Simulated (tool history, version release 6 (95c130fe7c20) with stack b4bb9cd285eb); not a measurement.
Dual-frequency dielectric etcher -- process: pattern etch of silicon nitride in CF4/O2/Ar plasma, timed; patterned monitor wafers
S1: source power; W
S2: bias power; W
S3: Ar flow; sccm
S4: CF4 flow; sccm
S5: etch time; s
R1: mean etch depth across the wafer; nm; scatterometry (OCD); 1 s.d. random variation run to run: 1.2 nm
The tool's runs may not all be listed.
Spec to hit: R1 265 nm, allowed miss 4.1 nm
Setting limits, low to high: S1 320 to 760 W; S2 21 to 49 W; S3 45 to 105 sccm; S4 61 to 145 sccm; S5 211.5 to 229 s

{"run": 1, "hour": 0.0, "S1": 540, "S2": 35, "S3": 75, "S4": 103, "S5": 229, "R1": 436.89}
{"run": 2, "hour": 3.2, "S1": 520, "S2": 34, "S3": 76, "S4": 102, "S5": 229, "R1": 414.11}
{"run": 3, "hour": 11.9, "S1": 600, "S2": 34, "S3": 76, "S4": 102, "S5": 229, "R1": 484.23}
{"run": 4, "hour": 17.3, "S1": 600, "S2": 29, "S3": 76, "S4": 102, "S5": 229, "R1": 457.75}
{"run": 5, "hour": 23.3, "S1": 570, "S2": 29, "S3": 76, "S4": 102, "S5": 229, "R1": 432.08}
{"run": 6, "hour": 29.0, "S1": 570, "S2": 23, "S3": 76, "S4": 102, "S5": 229, "R1": 405.6}
{"run": 7, "hour": 34.5, "S1": 550, "S2": 23, "S3": 76, "S4": 102, "S5": 229, "R1": 386.2}
{"run": 8, "hour": 37.1, "S1": 530, "S2": 23, "S3": 76, "S4": 102, "S5": 229, "R1": 373.53}
{"run": 9, "hour": 41.9, "S1": 510, "S2": 23, "S3": 76, "S4": 102, "S5": 229, "R1": 357.68}
{"run": 10, "hour": 48.8, "S1": 510, "S2": 23, "S3": 76, "S4": 102, "S5": 229, "R1": 355.3}

Exercise: of the 5 proposed moves below, exactly one satisfies all targets within the stated allowed misses. Which move is it?
{"run": "A", "hour": 55.7, "S1": 430, "S2": 21, "S3": 68, "S4": 94, "S5": 211.5, "R1": "?"}
{"run": "B", "hour": 55.7, "S1": 490, "S2": 21, "S3": 93, "S4": 96, "S5": 225.5, "R1": "?"}
{"run": "C", "hour": 55.7, "S1": 430, "S2": 28, "S3": 74, "S4": 102, "S5": 211.5, "R1": "?"}
{"run": "D", "hour": 55.7, "S1": 490, "S2": 22, "S3": 74, "S4": 112, "S5": 213.5, "R1": "?"}
{"run": "E", "hour": 55.7, "S1": 430, "S2": 28, "S3": 76, "S4": 84, "S5": 211.5, "R1": "?"}

move=A R1=267.56
move=B R1=320.24
move=C R1=294.32
move=D R1=323.18
move=E R1=285.36
A: every result within its allowed miss
B: an improvement on the last run, though not all results are within tolerance
C: an improvement on the last run, though not all results are within tolerance
D: an improvement on the last run, though not all results are within tolerance
E: an improvement on the last run, though not all results are within tolerance
The move that meets every target is A.
